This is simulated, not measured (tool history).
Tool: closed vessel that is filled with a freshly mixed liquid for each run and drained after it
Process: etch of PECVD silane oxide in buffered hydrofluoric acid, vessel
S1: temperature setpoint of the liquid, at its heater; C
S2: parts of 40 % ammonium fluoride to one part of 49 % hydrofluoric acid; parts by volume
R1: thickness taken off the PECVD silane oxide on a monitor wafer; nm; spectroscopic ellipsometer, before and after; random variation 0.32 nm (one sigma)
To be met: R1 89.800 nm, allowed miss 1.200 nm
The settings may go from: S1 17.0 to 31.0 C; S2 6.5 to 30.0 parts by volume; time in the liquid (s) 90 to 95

Run 1, hour 0.0: S1 23.0 C, S2 18.5 parts by volume, time in the liquid (s) 90. Result: R1 99.450 nm.
Run 2, hour 3.4: S1 22.5 C, S2 18.5 parts by volume, time in the liquid (s) 90. Result: R1 97.002 nm.
Run 3, hour 12.2: S1 22.5 C, S2 18.5 parts by volume, time in the liquid (s) 95. Result: R1 102.200 nm.
Run 4, hour 17.4: S1 22.0 C, S2 18.5 parts by volume, time in the liquid (s) 95. Result: R1 99.830 nm.
Run 5, hour 25.1: S1 21.5 C, S2 18.5 parts by volume, time in the liquid (s) 95. Result: R1 96.364 nm.
Run 6, hour 27.5: S1 21.5 C, S2 18.5 parts by volume, time in the liquid (s) 95. Result: R1 97.638 nm.
Run 7, hour 33.3: S1 21.0 C, S2 18.5 parts by volume, time in the liquid (s) 95. Result: R1 94.297 nm.
Run 8, hour 34.2: S1 20.5 C, S2 18.5 parts by volume, time in the liquid (s) 95. Result: R1 91.590 nm.

4 next moves are on the table. One of them brings every result within its allowed miss. Which?
Run A, hour 35.1: S1 22.5 C, S2 19.0 parts by volume, time in the liquid (s) 90. Result: R1 ?.
Run B, hour 35.1: S1 18.5 C, S2 16.0 parts by volume, time in the liquid (s) 90. Result: R1 ?.
Run C, hour 35.1: S1 21.5 C, S2 19.5 parts by volume, time in the liquid (s) 95. Result: R1 ?.
Run D, hour 35.1: S1 17.5 C, S2 15.5 parts by volume, time in the liquid (s) 95. Result: R1 ?.

move      R1
   A  94.995
   B  89.861
   C  93.182
   D  92.458
A: further off than the last run
B: meets every target
C: further off than the last run
D: further off than the last run
The right move is B.

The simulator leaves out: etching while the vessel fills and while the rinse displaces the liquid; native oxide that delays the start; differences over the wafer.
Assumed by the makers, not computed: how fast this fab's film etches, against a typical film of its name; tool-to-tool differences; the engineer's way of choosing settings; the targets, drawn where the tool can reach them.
